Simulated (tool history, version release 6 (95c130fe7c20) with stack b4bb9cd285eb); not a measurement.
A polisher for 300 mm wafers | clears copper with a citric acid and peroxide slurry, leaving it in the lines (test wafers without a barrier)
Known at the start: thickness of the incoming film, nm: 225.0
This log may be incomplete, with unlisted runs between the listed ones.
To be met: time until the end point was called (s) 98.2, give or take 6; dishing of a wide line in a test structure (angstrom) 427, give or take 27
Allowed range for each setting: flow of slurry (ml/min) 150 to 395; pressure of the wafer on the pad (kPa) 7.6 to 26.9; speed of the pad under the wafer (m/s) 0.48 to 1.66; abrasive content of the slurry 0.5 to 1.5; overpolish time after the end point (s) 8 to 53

| run | hour | flow of slurry (ml/min) | pressure of the wafer on the pad (kPa) | speed of the pad under the wafer (m/s) | abrasive content of the slurry | overpolish time after the end point (s) | time until the end point was called (s) | dishing of a wide line in a test structure (angstrom) |
|---|---|---|---|---|---|---|---|---|
| 1 | 0 | 250 | 17.2 | 1.06 | 1 | 27 | 126.41 | 345.41 |
| 2 | 6.5 | 250 | 17.2 | 1.06 | 1 | 16 | 123.65 | 211.57 |
| 3 | 7.4 | 250 | 17.2 | 1.06 | 1.1 | 16 | 123.02 | 221.05 |
| 4 | 12 | 250 | 17.2 | 1.06 | 1.3 | 16 | 112.18 | 220.77 |
| 5 | 15.8 | 250 | 17.2 | 1.06 | 1.2 | 16 | 117.56 | 229.67 |
| 6 | 18.3 | 245 | 18.6 | 1.06 | 1.2 | 19 | 116.57 | 281.48 |
| 7 | 19.2 | 245 | 23.4 | 1.06 | 1.2 | 23 | 99.101 | 367.97 |
| 8 | 21.4 | 245 | 23.4 | 1.06 | 1.2 | 24 | 97.305 | 393.56 |
| 9 | 25.4 | 245 | 23.4 | 1.06 | 1.2 | 24 | 95.505 | 387.63 |

Below are 5 possible settings for the next run. Only one of them brings all results inside the allowed miss of their targets. Which is it?
| A | 29.4 | 215 | 24.1 | 1.06 | 1.35 | 22 | ? | ? |
| B | 29.4 | 315 | 25.5 | 1 | 1.2 | 27 | ? | ? |
| C | 29.4 | 255 | 25.5 | 0.94 | 1.45 | 23 | ? | ? |
| D | 29.4 | 280 | 20.7 | 1.04 | 1.15 | 36 | ? | ? |
| E | 29.4 | 230 | 22.8 | 1 | 1.1 | 30 | ? | ? |

| move | time until the end point was called (s) | dishing of a wide line in a test structure (angstrom) |
|---|---|---|
| A | 94.857 | 376.43 |
| B | 96.71 | 442.35 |
| C | 99.24 | 376.96 |
| D | 109.25 | 503.26 |
| E | 109.73 | 432.73 |
A: lands further from the targets than the last run did
B: every result within its allowed miss
C: lands further from the targets than the last run did
D: pushes the last run's worst result past its target
E: corrects the largest miss of the last run, while another result sits out of spec
Move B is the one to make.
